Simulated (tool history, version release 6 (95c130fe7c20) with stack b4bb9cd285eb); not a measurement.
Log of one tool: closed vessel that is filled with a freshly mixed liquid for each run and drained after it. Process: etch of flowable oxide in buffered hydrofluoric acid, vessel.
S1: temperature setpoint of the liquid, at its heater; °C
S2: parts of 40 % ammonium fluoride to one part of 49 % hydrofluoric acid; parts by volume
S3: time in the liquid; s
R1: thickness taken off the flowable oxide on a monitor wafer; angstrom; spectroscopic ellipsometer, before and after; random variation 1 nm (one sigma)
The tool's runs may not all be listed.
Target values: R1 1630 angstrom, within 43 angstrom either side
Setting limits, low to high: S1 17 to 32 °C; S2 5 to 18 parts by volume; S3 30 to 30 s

run,hour,S1,S2,S3,R1
1,0,24,11,30,773.55
2,2.5,25,11,30,830.07
3,4.3,27,10,30,1007.4
4,8.6,27,7,30,1410.1
5,11.3,30.5,7,30,1702.2
# hour 17.6: thermometer replaced
6,17.6,30,7,30,1890.6
7,20.2,30,7,30,1893.5
8,25.8,29.5,7,30,1853.7
9,33.5,29,7,30,1769.2
10,37.8,28.5,7,30,1738.4
11,42.8,28,7,30,1691.1

Exercise: of the 4 proposed moves below, exactly one satisfies all targets within the stated allowed misses. Which move is it?
A,47.8,27,6.5,30,?
B,47.8,27.5,6.5,30,?
C,47.8,31,8,30,?
D,47.8,28.5,7.5,30,?

move,R1
A,1710.7
B,1756.9
C,1714.9
D,1612.7
A: the biggest miss grows against the last run
B: the biggest miss grows against the last run
C: the biggest miss grows against the last run
D: in spec on every target
Answer: D
